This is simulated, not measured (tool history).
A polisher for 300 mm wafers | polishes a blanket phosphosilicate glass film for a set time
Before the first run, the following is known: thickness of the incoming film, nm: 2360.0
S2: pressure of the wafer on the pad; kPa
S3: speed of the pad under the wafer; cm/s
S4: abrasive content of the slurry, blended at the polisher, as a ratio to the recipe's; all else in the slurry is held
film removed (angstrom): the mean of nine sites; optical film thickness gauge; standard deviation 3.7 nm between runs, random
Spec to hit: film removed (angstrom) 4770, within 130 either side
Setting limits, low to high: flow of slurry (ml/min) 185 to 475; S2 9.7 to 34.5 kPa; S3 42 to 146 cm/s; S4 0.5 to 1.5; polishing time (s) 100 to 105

{"run": 1, "day": 0.0, "flow of slurry (ml/min)": 305, "S2": 22.1, "S3": 94, "S4": 1, "polishing time (s)": 100, "film removed (angstrom)": 7077.4}
{"run": 2, "day": 0.362, "flow of slurry (ml/min)": 305, "S2": 20, "S3": 94, "S4": 1, "polishing time (s)": 100, "film removed (angstrom)": 6479}
{"run": 3, "day": 0.525, "flow of slurry (ml/min)": 340, "S2": 20, "S3": 94, "S4": 1, "polishing time (s)": 100, "film removed (angstrom)": 6559.3}
{"run": 4, "day": 0.667, "flow of slurry (ml/min)": 335, "S2": 18.6, "S3": 94, "S4": 1, "polishing time (s)": 100, "film removed (angstrom)": 6093.3}
{"run": 5, "day": 0.846, "flow of slurry (ml/min)": 410, "S2": 18.6, "S3": 94, "S4": 1, "polishing time (s)": 100, "film removed (angstrom)": 6091.8}
{"run": 6, "day": 0.983, "flow of slurry (ml/min)": 410, "S2": 18.6, "S3": 94, "S4": 0.9, "polishing time (s)": 100, "film removed (angstrom)": 5806.5}
{"run": 7, "day": 1.221, "flow of slurry (ml/min)": 410, "S2": 17.9, "S3": 94, "S4": 0.9, "polishing time (s)": 100, "film removed (angstrom)": 5608.6}
{"run": 8, "day": 1.338, "flow of slurry (ml/min)": 410, "S2": 17.2, "S3": 94, "S4": 0.9, "polishing time (s)": 100, "film removed (angstrom)": 5461.8}
{"run": 9, "day": 1.55, "flow of slurry (ml/min)": 410, "S2": 16.5, "S3": 94, "S4": 0.9, "polishing time (s)": 100, "film removed (angstrom)": 5231.4}

Exercise: of the 4 proposed moves below, exactly one satisfies all targets within the stated allowed misses. Which move is it?
{"run": "A", "day": 1.762, "flow of slurry (ml/min)": 415, "S2": 13.1, "S3": 104, "S4": 1.15, "polishing time (s)": 102, "film removed (angstrom)": "?"}
{"run": "B", "day": 1.762, "flow of slurry (ml/min)": 370, "S2": 13.8, "S3": 92, "S4": 0.9, "polishing time (s)": 105, "film removed (angstrom)": "?"}
{"run": "C", "day": 1.762, "flow of slurry (ml/min)": 345, "S2": 15.2, "S3": 80, "S4": 1.15, "polishing time (s)": 101, "film removed (angstrom)": "?"}
{"run": "D", "day": 1.762, "flow of slurry (ml/min)": 380, "S2": 15.9, "S3": 88, "S4": 0.85, "polishing time (s)": 100, "film removed (angstrom)": "?"}

move=A film_removed_(angstrom)=5148.4
move=B film_removed_(angstrom)=4442.3
move=C film_removed_(angstrom)=4698.2
move=D film_removed_(angstrom)=4531.5
A: nearer than the last run, and not there yet
B: pushes the last run's worst result past its target
C: each result inside its tolerance
D: pushes the last run's worst result past its target
Correct choice: C, which meets every target
